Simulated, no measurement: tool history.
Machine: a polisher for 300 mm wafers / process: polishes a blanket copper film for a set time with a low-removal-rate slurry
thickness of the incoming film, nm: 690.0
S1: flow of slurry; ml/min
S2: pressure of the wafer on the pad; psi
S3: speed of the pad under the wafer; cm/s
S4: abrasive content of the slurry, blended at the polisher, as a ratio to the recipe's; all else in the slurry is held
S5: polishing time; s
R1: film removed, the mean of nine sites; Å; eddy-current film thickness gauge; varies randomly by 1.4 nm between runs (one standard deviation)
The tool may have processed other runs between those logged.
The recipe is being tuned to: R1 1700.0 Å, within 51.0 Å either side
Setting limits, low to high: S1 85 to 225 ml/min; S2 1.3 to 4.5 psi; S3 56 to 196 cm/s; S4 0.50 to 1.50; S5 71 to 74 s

run  hour   S1   S2   S3    S4  S5      R1
  1   0.0  145  2.9  126  1.00  71  2398.2
  2   3.3  140  2.7  126  1.00  71  2248.8
  3   8.1  160  2.7  126  1.00  71  2292.8
  4   9.7  160  2.7  126  1.00  74  2391.8
  5  10.8  160  2.5  126  1.00  74  2256.9
  6  16.4  160  2.5  126  1.00  71  2201.1
  7  18.7  155  2.4  126  1.00  71  2132.8
  8  21.7  155  2.2  126  1.00  71  2032.2
  9  29.1  155  2.1  126  1.00  71  1992.1
 10  37.5  155  2.0  126  1.00  71  1970.8
 11  44.6  155  1.9  126  1.00  71  1909.8
 12  48.1  155  1.8  126  1.00  71  1820.3
 13  56.5  150  1.7  126  1.00  71  1804.4

4 candidate next runs follow, results not yet known. Just one meets every target within its allowed miss. Identify it.
  A  64.9  165  1.9  120  1.00  71   ?
  B  64.9  145  1.4  146  1.05  71   ?
  C  64.9  130  2.3  114  1.10  72   ?
  D  64.9  110  1.4  132  1.15  74   ?

move      R1
   A  1855.9
   B  1823.3
   C  1969.2
   D  1714.3
A: its largest miss is bigger than the last run's
B: its largest miss is bigger than the last run's
C: its largest miss is bigger than the last run's
D: every result lands within tolerance
Go with D: it meets all targets.
